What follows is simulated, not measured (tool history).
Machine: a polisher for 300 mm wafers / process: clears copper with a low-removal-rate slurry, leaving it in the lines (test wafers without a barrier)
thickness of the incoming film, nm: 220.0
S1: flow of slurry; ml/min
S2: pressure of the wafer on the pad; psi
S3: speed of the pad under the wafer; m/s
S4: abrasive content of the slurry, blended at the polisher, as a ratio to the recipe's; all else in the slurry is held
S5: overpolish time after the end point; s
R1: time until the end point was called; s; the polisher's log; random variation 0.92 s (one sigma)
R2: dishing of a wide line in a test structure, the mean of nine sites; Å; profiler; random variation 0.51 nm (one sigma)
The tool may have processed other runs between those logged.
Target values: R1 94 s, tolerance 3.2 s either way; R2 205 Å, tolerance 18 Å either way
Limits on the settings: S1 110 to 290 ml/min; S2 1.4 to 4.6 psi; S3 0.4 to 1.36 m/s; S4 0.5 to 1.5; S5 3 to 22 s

| run | hour | S1 | S2 | S3 | S4 | S5 | R1 | R2 |
|---|---|---|---|---|---|---|---|---|
| 1 | 0 | 185 | 3 | 0.88 | 1 | 11 | 62.716 | 256.92 |
| 2 | 4.7 | 180 | 2.7 | 0.88 | 1 | 12 | 70.36 | 242.11 |
| 3 | 9 | 180 | 2.7 | 0.88 | 1 | 8 | 69.904 | 168.68 |
| 4 | 12.4 | 175 | 2.5 | 0.88 | 1 | 10 | 76.165 | 193.63 |
| 5 | 19.7 | 175 | 2.5 | 0.88 | 1.1 | 10 | 73.844 | 196.39 |
| 6 | 27.8 | 170 | 2.3 | 0.88 | 1.1 | 11 | 80.886 | 199.27 |
| 7 | 35.2 | 165 | 2.2 | 0.88 | 1.1 | 12 | 85.349 | 194.09 |
| 8 | 42.3 | 155 | 2.2 | 0.88 | 1.1 | 13 | 85.704 | 219.58 |

5 candidate next runs follow, results not yet known. Just one meets every target within its allowed miss. Identify it.
| A | 49.4 | 150 | 2 | 0.8 | 1.15 | 11 | ? | ? |
| B | 49.4 | 150 | 1.9 | 0.94 | 1.15 | 13 | ? | ? |
| C | 49.4 | 140 | 2 | 0.78 | 1.2 | 12 | ? | ? |
| D | 49.4 | 175 | 2.8 | 0.56 | 0.8 | 14 | ? | ? |
| E | 49.4 | 155 | 2.2 | 0.7 | 1.15 | 11 | ? | ? |

| move | R1 | R2 |
|---|---|---|
| A | 101.64 | 159.21 |
| B | 93.908 | 199.84 |
| C | 103.99 | 169.08 |
| D | 99.815 | 204.92 |
| E | 102.32 | 158.64 |
A: takes the biggest miss from the last run beyond its target
B: every result within its allowed miss
C: takes the biggest miss from the last run beyond its target
D: takes the biggest miss from the last run beyond its target
E: takes the biggest miss from the last run beyond its target
Correct choice: B, which meets every target

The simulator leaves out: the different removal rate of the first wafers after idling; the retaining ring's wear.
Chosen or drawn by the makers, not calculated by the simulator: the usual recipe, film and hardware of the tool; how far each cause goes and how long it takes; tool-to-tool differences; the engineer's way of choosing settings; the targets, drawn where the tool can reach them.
